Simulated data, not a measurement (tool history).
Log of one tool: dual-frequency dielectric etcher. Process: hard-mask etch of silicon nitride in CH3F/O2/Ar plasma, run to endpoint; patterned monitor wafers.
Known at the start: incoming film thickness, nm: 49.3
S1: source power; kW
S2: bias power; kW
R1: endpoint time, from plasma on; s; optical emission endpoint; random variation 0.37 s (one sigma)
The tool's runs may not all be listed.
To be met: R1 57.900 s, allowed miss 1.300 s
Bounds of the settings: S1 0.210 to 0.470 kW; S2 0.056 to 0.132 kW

run,day,S1,S2,R1
1,0.000,0.340,0.094,68.545
2,0.292,0.340,0.085,72.662
3,0.525,0.310,0.085,75.029
4,0.750,0.290,0.085,76.129
5,0.817,0.290,0.091,74.015
6,0.879,0.310,0.094,70.897
7,1.008,0.330,0.096,67.993
8,1.283,0.350,0.097,66.337
9,1.425,0.370,0.098,64.647

5 next moves are on the table. One of them brings every result within its allowed miss. Which?
A,1.567,0.390,0.087,?
B,1.567,0.470,0.092,?
C,1.567,0.440,0.117,?
D,1.567,0.390,0.130,?
E,1.567,0.420,0.110,?

move,R1
A,67.576
B,61.146
C,55.023
D,54.357
E,57.817
A: further off than the last run
B: nearer than the last run, and not there yet
C: takes the result that was furthest off past its target
D: takes the result that was furthest off past its target
E: meets every target
Answer: E

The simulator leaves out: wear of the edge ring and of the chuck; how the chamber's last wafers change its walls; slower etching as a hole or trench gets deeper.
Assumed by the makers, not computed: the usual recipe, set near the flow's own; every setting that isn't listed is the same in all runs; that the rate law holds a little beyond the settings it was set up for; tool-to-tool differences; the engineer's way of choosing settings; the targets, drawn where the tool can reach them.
